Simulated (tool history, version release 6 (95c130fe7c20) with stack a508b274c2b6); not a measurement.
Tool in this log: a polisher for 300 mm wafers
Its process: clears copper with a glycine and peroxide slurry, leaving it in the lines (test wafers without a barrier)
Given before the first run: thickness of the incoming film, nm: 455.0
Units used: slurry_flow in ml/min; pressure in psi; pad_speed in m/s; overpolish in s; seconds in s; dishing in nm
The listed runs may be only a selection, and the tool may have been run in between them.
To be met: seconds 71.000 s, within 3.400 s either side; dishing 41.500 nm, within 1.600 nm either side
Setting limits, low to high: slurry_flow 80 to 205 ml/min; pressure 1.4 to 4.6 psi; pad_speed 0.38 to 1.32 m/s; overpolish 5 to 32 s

| run | hour | slurry_flow | pressure | pad_speed | overpolish | seconds | dishing |
|---|---|---|---|---|---|---|---|
| 1 | 0.0 | 135 | 3.0 | 0.84 | 16 | 83.548 | 52.836 |
| 2 | 5.2 | 135 | 3.0 | 0.72 | 16 | 91.823 | 49.118 |
| 3 | 7.7 | 135 | 3.0 | 0.82 | 16 | 83.143 | 52.135 |
| 4 | 16.3 | 135 | 3.0 | 0.82 | 19 | 83.887 | 57.917 |
| 5 | 20.5 | 145 | 3.1 | 0.84 | 15 | 80.731 | 52.138 |
| 6 | 29.0 | 130 | 3.1 | 0.84 | 15 | 79.827 | 50.585 |
| 7 | 29.9 | 120 | 3.2 | 0.84 | 13 | 81.475 | 46.255 |
| 8 | 33.8 | 125 | 3.3 | 0.86 | 11 | 74.906 | 41.598 |

Below are 4 possible settings for the next run. Only one of them brings all results inside the allowed miss of their targets. Which is it?
| A | 37.7 | 130 | 4.0 | 0.68 | 12 | ? | ? |
| B | 37.7 | 110 | 2.6 | 0.92 | 13 | ? | ? |
| C | 37.7 | 150 | 4.5 | 0.72 | 10 | ? | ? |
| D | 37.7 | 145 | 4.0 | 0.68 | 11 | ? | ? |

| move | seconds | dishing |
|---|---|---|
| A | 81.215 | 42.520 |
| B | 85.163 | 42.968 |
| C | 70.660 | 41.046 |
| D | 80.091 | 40.019 |
A: the biggest miss grows against the last run
B: the biggest miss grows against the last run
C: all results land within tolerance of their targets
D: the biggest miss grows against the last run
Go with C: it meets all targets.

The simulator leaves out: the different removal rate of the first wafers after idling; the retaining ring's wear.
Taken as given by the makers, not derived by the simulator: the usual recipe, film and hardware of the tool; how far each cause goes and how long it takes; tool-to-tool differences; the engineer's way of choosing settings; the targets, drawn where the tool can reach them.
